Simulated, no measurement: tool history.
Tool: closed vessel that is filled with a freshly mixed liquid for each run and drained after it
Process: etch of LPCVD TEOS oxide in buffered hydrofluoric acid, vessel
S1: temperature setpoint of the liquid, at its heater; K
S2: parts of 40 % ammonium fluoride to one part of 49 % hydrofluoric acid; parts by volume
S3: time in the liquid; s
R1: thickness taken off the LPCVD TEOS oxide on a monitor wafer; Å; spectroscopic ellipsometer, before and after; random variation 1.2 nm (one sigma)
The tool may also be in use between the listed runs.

run,hour,S1,S2,S3,R1
1,0.0,295.15,17.5,100,1375.7
2,2.2,296.65,16.5,100,1577.3
3,7.8,294.15,16.5,100,1365.9
4,8.7,295.65,15.5,100,1593.7
# hour 17.4: hydrofluoric acid flow meter replaced
5,17.4,292.15,15.5,100,1219.0
6,17.9,292.15,15.5,105,1279.4

Run 7 comes next. What will it give?
7,18.7,296.15,10.0,105,?

{"run 7": {"R1": 2427.4}}

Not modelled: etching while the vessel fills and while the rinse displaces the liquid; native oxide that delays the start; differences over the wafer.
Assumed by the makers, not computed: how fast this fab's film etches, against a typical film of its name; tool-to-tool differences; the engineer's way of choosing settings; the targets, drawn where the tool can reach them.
